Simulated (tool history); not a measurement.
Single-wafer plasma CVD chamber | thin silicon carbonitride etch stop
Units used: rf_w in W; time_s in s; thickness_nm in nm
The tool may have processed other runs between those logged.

run	hour	rf_w	time_s	thickness_nm
1	0	240	13.8	8.1851
2	4.3	240	14.7	8.6964
3	12.1	230	14.1	8.2741
4	15.5	230	14.8	8.6677
5	19.4	245	14.8	8.7937
# hour 26.4: RF generator calibrated
6	26.4	245	13.4	8.0833

What will run 7 give?
7	31	235	12.9	?

{"run 7": {"thickness_nm": 7.6788}}
